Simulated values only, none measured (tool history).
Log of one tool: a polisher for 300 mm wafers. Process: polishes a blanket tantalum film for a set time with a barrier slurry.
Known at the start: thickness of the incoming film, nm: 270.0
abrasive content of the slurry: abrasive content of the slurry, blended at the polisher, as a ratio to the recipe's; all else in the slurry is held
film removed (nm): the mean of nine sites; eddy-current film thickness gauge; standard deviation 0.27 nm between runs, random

run    day  flow of slurry (ml/min)  pressure of the wafer on the pad (psi)  speed of the pad under the wafer (m/s)  abrasive content of the slurry  polishing time (s)  film removed (nm)
  1  0.000                      200                                     2.0                                    0.88                             1.0                  50             62.223
  2  0.067                      195                                     1.7                                    0.82                             1.0                  50             48.007
  3  0.262                      195                                     1.7                                    0.70                             1.0                  50             42.563
  4  0.292                      190                                     1.5                                    0.70                             1.0                  50             37.723
  5  0.483                      185                                     1.4                                    0.70                             1.0                  50             35.377
  6  0.575                      185                                     1.4                                    0.70                             1.0                  50             35.521
  7  0.658                      180                                     1.3                                    0.70                             1.0                  50             32.555
  8  0.750                      170                                     1.3                                    0.70                             1.0                  50             32.940

Run 9, settings as shown, results not yet in. Your forecast:
  9  0.788                      170                                     1.2                                    0.70                             1.0                  50                  ?

film removed (nm): 30.855
